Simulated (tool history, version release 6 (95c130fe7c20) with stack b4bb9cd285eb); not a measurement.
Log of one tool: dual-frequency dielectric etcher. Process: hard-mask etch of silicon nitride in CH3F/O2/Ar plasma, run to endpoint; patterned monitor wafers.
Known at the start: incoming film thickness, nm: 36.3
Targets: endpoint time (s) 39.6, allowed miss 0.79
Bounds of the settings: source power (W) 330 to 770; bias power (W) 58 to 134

{"run": 1, "hour": 0.0, "source power (W)": 550, "bias power (W)": 96, "endpoint time (s)": 43.232}
{"run": 2, "hour": 6.9, "source power (W)": 550, "bias power (W)": 87, "endpoint time (s)": 44.492}
{"run": 3, "hour": 11.7, "source power (W)": 570, "bias power (W)": 88, "endpoint time (s)": 43.364}
{"run": 4, "hour": 15.6, "source power (W)": 630, "bias power (W)": 88, "endpoint time (s)": 42.363}
{"run": 5, "hour": 20.1, "source power (W)": 630, "bias power (W)": 95, "endpoint time (s)": 40.201}
{"run": 6, "hour": 20.9, "source power (W)": 630, "bias power (W)": 81, "endpoint time (s)": 42.905}
{"run": 7, "hour": 28.9, "source power (W)": 650, "bias power (W)": 82, "endpoint time (s)": 42.212}
{"run": 8, "hour": 34.4, "source power (W)": 660, "bias power (W)": 82, "endpoint time (s)": 41.969}
{"run": 9, "hour": 40.1, "source power (W)": 670, "bias power (W)": 82, "endpoint time (s)": 41.971}
{"run": 10, "hour": 40.7, "source power (W)": 680, "bias power (W)": 82, "endpoint time (s)": 41.392}

Which of these 4 next moves meets every target?
{"run": "A", "hour": 41.3, "source power (W)": 770, "bias power (W)": 81, "endpoint time (s)": "?"}
{"run": "B", "hour": 41.3, "source power (W)": 630, "bias power (W)": 91, "endpoint time (s)": "?"}
{"run": "C", "hour": 41.3, "source power (W)": 650, "bias power (W)": 80, "endpoint time (s)": "?"}
{"run": "D", "hour": 41.3, "source power (W)": 690, "bias power (W)": 70, "endpoint time (s)": "?"}

move=A endpoint_time_(s)=39.24
move=B endpoint_time_(s)=41.146
move=C endpoint_time_(s)=42.256
move=D endpoint_time_(s)=42.863
A: meets every target
B: nearer than the last run, and not there yet
C: further off than the last run
D: further off than the last run
Move A is the one to make.
